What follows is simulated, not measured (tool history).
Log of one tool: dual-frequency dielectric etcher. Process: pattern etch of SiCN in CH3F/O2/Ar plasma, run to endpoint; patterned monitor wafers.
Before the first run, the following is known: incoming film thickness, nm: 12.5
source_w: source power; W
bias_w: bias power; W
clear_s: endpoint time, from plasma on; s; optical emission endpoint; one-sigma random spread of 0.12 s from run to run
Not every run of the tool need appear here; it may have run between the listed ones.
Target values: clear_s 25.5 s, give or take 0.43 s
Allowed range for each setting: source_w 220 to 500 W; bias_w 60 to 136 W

run  hour  source_w  bias_w  clear_s
  1     0       360      98   28.203
  2   7.5       370      98   28.064
  3  14.8       370     106   27.587
  4  16.6       380     107   27.109
  5  17.9       390     107   26.603
  6  22.8       390      90   27.933
  7  30.7       400      90    28.01
  8  34.7       410      91   27.855
  9  35.9       420      92   27.393
 10  41.3       420      92     27.6
 11    48       430      93   26.851
 12  51.5       460      94   26.284
 13  58.9       480      95   25.975
 14  65.5       480      95   25.817

Below are 4 possible settings for the next run. Only one of them brings all results inside the allowed miss of their targets. Which is it?
  A  72.1       480     100        ?
  B  72.1       440      98        ?
  C  72.1       470      93        ?
  D  72.1       470      91        ?

move  clear_s
   A   25.711
   B   26.614
   C   26.407
   D    26.56
A: all results in spec
B: further off than the last run
C: further off than the last run
D: further off than the last run
Go with A: it meets all targets.
